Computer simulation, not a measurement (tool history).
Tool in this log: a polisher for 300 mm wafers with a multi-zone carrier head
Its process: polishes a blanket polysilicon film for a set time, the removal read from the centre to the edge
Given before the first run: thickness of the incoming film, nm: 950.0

run,hour,flow of slurry (ml/min),pressure of the head's centre zone,pressure of the head's middle zone,pressure of the head's edge zone,polishing time (s),film removed at the wafer's centre (Å),film removed at mid-radius (Å),film removed at the wafer's edge (Å)
1,0,135,1,1,1,29,2788.4,2831.3,2944.8
2,7.5,150,1.02,1.02,1.01,29,2894.8,2949.9,3030.6
3,11.5,150,1.02,1.02,0.97,29,2875.2,2911.6,2915.3
4,15.7,130,1.02,1.02,0.97,29,2831.3,2839.3,2894.9
5,23.8,140,1.05,1.05,0.99,29,2979.6,3005.8,2858.6
6,32.7,140,1.05,1.05,1.06,29,2948.8,2999.4,3040.3
7,39.1,150,1.06,1.06,1.07,29,3057.7,3070.3,3078.8

Predict the results of run 8:
8,47.2,160,1.07,1.07,1.08,29,?,?,?

{"run 8": {"film removed at the wafer's centre (Å)": 3118.2, "film removed at mid-radius (Å)": 3094.1, "film removed at the wafer's edge (Å)": 3135.3}}

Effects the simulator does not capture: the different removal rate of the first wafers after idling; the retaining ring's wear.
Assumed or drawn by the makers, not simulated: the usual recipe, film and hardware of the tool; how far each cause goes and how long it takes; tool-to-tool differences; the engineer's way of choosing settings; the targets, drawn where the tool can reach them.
